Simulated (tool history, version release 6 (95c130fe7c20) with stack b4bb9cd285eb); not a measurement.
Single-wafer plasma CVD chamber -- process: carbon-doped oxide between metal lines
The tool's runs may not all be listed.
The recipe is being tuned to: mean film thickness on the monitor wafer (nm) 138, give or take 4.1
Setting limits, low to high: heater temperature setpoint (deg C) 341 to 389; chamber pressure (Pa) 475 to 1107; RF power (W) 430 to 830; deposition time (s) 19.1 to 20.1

run  hour  heater temperature setpoint (deg C)  chamber pressure (Pa)  RF power (W)  deposition time (s)  mean film thickness on the monitor wafer (nm)
  1     0                                  365                    791           630                 20.1                                         119.42
  2   2.8                                  363                    809           670                 20.1                                         126.52
  3   7.1                                  368                    809           670                 20.1                                         123.75
  4  12.9                                  368                    684           670                 20.1                                         120.35
  5  21.3                                  361                    684           670                 20.1                                         121.98
  6  29.7                                  360                    729           695                 20.1                                         127.51
  7  32.5                                  359                    760           710                 20.1                                         130.05
  8  36.5                                  358                    783           720                 20.1                                         130.81

Next run, 5 choices. One meets every target within its allowed miss, the rest don't. Which?
  A  40.5                                  356                    591           820                 19.1                                              ?
  B  40.5                                  361                    636           770                 20.1                                              ?
  C  40.5                                  358                    940           780                   20                                              ?
  D  40.5                                  352                    885           690                 20.1                                              ?
  E  40.5                                  364                    761           715                 20.1                                              ?

move  mean film thickness on the monitor wafer (nm)
   A                                         127.16
   B                                         129.28
   C                                         137.54
   D                                         130.44
   E                                         127.11
A: the biggest miss grows against the last run
B: the biggest miss grows against the last run
C: meets every target
D: the biggest miss grows against the last run
E: the biggest miss grows against the last run
Correct choice: C, which meets every target
